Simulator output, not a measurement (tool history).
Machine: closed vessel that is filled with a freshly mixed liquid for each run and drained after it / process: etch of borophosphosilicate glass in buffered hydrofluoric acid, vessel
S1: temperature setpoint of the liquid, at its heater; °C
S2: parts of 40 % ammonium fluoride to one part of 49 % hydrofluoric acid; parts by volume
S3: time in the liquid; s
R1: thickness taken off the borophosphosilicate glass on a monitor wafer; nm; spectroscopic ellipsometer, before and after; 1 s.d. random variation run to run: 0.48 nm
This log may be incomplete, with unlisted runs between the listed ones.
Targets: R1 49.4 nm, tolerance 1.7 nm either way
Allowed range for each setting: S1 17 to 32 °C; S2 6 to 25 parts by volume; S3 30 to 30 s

{"run": 1, "hour": 0.0, "S1": 25, "S2": 15.5, "S3": 30, "R1": 25.704}
{"run": 2, "hour": 8.5, "S1": 25, "S2": 18, "S3": 30, "R1": 22.051}
{"run": 3, "hour": 10.7, "S1": 26.5, "S2": 16.5, "S3": 30, "R1": 26.287}
{"run": 4, "hour": 17.3, "S1": 26.5, "S2": 16.5, "S3": 30, "R1": 26.073}
{"run": 5, "hour": 26.0, "S1": 27.5, "S2": 15, "S3": 30, "R1": 30.581}
{"run": 6, "hour": 35.0, "S1": 27.5, "S2": 11, "S3": 30, "R1": 41.398}
{"run": 7, "hour": 37.5, "S1": 28, "S2": 11, "S3": 30, "R1": 42.246}
{"run": 8, "hour": 43.6, "S1": 28.5, "S2": 11, "S3": 30, "R1": 43.329}

Pick the move, out of 4, that brings all results within their allowed miss; only one does.
{"run": "A", "hour": 49.7, "S1": 31.5, "S2": 11.5, "S3": 30, "R1": "?"}
{"run": "B", "hour": 49.7, "S1": 30, "S2": 9, "S3": 30, "R1": "?"}
{"run": "C", "hour": 49.7, "S1": 28, "S2": 8.5, "S3": 30, "R1": "?"}
{"run": "D", "hour": 49.7, "S1": 32, "S2": 10.5, "S3": 30, "R1": "?"}

move=A R1=47.808
move=B R1=54.231
move=C R1=52.005
move=D R1=53.62
A: hits every target within its allowed miss
B: the result that was furthest off in the last run now lies on the other side of its target
C: the result that was furthest off in the last run now lies on the other side of its target
D: the result that was furthest off in the last run now lies on the other side of its target
Go with A: it meets all targets.

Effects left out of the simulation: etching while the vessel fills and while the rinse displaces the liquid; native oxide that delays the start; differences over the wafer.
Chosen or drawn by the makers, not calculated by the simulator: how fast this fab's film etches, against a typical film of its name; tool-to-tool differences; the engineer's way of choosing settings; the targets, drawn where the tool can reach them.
